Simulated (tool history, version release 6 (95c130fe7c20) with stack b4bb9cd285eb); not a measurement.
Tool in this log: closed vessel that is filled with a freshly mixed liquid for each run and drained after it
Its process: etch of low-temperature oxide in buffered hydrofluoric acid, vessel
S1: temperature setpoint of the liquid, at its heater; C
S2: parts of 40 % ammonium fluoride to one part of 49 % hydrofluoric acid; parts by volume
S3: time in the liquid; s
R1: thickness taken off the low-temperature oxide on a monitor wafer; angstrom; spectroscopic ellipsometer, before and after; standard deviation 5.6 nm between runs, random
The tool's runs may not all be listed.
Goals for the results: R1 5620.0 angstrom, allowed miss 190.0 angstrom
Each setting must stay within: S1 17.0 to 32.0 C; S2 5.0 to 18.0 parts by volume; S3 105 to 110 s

Run 1, day 0.000: S1 24.0 C, S2 11.0 parts by volume, S3 105 s. Result: R1 3060.6 angstrom.
Run 2, day 0.029: S1 24.0 C, S2 11.0 parts by volume, S3 105 s. Result: R1 3073.6 angstrom.
Run 3, day 0.312: S1 26.0 C, S2 10.5 parts by volume, S3 105 s. Result: R1 3585.3 angstrom.
Run 4, day 0.583: S1 22.5 C, S2 10.5 parts by volume, S3 105 s. Result: R1 2974.5 angstrom.
Run 5, day 0.675: S1 20.0 C, S2 10.5 parts by volume, S3 105 s. Result: R1 2601.4 angstrom.
Run 6, day 0.917: S1 23.0 C, S2 10.0 parts by volume, S3 105 s. Result: R1 3185.8 angstrom.
Run 7, day 0.942: S1 25.0 C, S2 9.5 parts by volume, S3 105 s. Result: R1 3743.4 angstrom.
Run 8, day 1.133: S1 29.0 C, S2 9.0 parts by volume, S3 105 s. Result: R1 4739.6 angstrom.
Run 9, day 1.454: S1 29.5 C, S2 9.0 parts by volume, S3 105 s. Result: R1 4880.9 angstrom.
Run 10, day 1.542: S1 30.0 C, S2 9.0 parts by volume, S3 105 s. Result: R1 4917.7 angstrom.
Run 11, day 1.671: S1 30.0 C, S2 9.0 parts by volume, S3 105 s. Result: R1 5042.0 angstrom.
Run 12, day 1.892: S1 30.5 C, S2 9.0 parts by volume, S3 105 s. Result: R1 5205.5 angstrom.

Pick the move, out of 5, that brings all results within their allowed miss; only one does.
Run A, day 2.112: S1 28.5 C, S2 7.5 parts by volume, S3 105 s. Result: R1 ?.
Run B, day 2.112: S1 29.5 C, S2 9.5 parts by volume, S3 110 s. Result: R1 ?.
Run C, day 2.112: S1 29.0 C, S2 9.0 parts by volume, S3 105 s. Result: R1 ?.
Run D, day 2.112: S1 30.5 C, S2 10.0 parts by volume, S3 110 s. Result: R1 ?.
Run E, day 2.112: S1 31.0 C, S2 11.0 parts by volume, S3 105 s. Result: R1 ?.

move      R1
   A  5666.1
   B  4965.5
   C  4775.8
   D  5066.8
   E  4525.2
A: every result within its allowed miss
B: misses by more than the last run did
C: misses by more than the last run did
D: misses by more than the last run did
E: misses by more than the last run did
Go with A: it meets all targets.
